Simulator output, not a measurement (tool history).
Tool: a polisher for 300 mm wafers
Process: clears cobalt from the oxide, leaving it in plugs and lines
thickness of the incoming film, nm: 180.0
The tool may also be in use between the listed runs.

run,hour,flow of slurry (ml/min),pressure of the wafer on the pad (psi),speed of the pad under the wafer (cm/s),overpolish time after the end point (s),time until the end point was called (s),dishing of a wide line in a test structure (Å)
1,0,240,1.6,108,25,38.264,457.68
2,2.5,240,1.8,108,25,33.918,485.76
3,6.1,240,1.6,108,23,37.059,450.37
4,9.6,240,1.5,106,22,42.634,420.71
5,14.2,240,1.5,106,27,41.683,459.06
6,21.5,275,1.5,106,27,40.695,459.64
7,28.6,275,1.4,106,25,43.374,442.74

Run 8 comes next. What will it give?
8,31.7,275,1.4,106,25,?,?

Run 8 gave time until the end point was called (s) 44.462, dishing of a wide line in a test structure (Å) 430.15.
